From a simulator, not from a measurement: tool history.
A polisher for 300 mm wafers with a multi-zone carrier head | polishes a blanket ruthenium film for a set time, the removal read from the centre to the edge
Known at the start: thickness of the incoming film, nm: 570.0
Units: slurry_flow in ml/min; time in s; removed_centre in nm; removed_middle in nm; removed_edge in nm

{"run": 1, "hour": 0.0, "slurry_flow": 130, "centre_zone": 1, "middle_zone": 1, "edge_zone": 1, "time": 64, "removed_centre": 64.462, "removed_middle": 63.953, "removed_edge": 64.571}
{"run": 2, "hour": 0.8, "slurry_flow": 140, "centre_zone": 1.03, "middle_zone": 1.03, "edge_zone": 1.02, "time": 65, "removed_centre": 68.219, "removed_middle": 67.958, "removed_edge": 66.635}
{"run": 3, "hour": 3.3, "slurry_flow": 140, "centre_zone": 1.03, "middle_zone": 1.11, "edge_zone": 1.02, "time": 65, "removed_centre": 67.663, "removed_middle": 71.633, "removed_edge": 66.115}
{"run": 4, "hour": 9.7, "slurry_flow": 140, "centre_zone": 1.03, "middle_zone": 1.11, "edge_zone": 1.02, "time": 51, "removed_centre": 52.959, "removed_middle": 56.131, "removed_edge": 51.168}
{"run": 5, "hour": 11.4, "slurry_flow": 125, "centre_zone": 1.03, "middle_zone": 1.11, "edge_zone": 1.02, "time": 51, "removed_centre": 53.136, "removed_middle": 55.738, "removed_edge": 50.518}
{"run": 6, "hour": 18.5, "slurry_flow": 130, "centre_zone": 1.06, "middle_zone": 1.12, "edge_zone": 1.04, "time": 55, "removed_centre": 58.472, "removed_middle": 61.667, "removed_edge": 54.087}

Forecast run 7:
{"run": 7, "hour": 27.2, "slurry_flow": 165, "centre_zone": 1.16, "middle_zone": 1.04, "edge_zone": 1.14, "time": 73, "removed_centre": "?", "removed_middle": "?", "removed_edge": "?"}

removed_centre: 87.238 nm
removed_middle: 78.435 nm
removed_edge: 76.95 nm
